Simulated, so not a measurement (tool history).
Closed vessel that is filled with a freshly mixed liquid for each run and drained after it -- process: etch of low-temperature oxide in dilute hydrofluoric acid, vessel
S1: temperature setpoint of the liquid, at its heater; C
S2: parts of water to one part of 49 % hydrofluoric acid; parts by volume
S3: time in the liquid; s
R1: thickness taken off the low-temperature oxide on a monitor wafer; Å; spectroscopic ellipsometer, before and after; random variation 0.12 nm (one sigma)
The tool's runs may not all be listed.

run    day    S1   S2   S3      R1
  1  0.000  24.0  100  110  140.19
  2  0.362  25.0   95  110  154.06
  3  0.571  25.0   95   85  119.12
  4  0.704  25.0   95  110  154.81
  5  0.854  26.0   90  110  170.64
  6  1.088  27.0   90  110  177.77
  7  1.304  27.5   85  110  191.95
  8  1.629  28.0   85  110  196.54
  9  1.929  28.5   85  110  199.83
 10  2.125  28.5   85  110  200.89

Forecast run 11:
 11  2.462  32.0  60  110   ?

R1: 338.21 Å
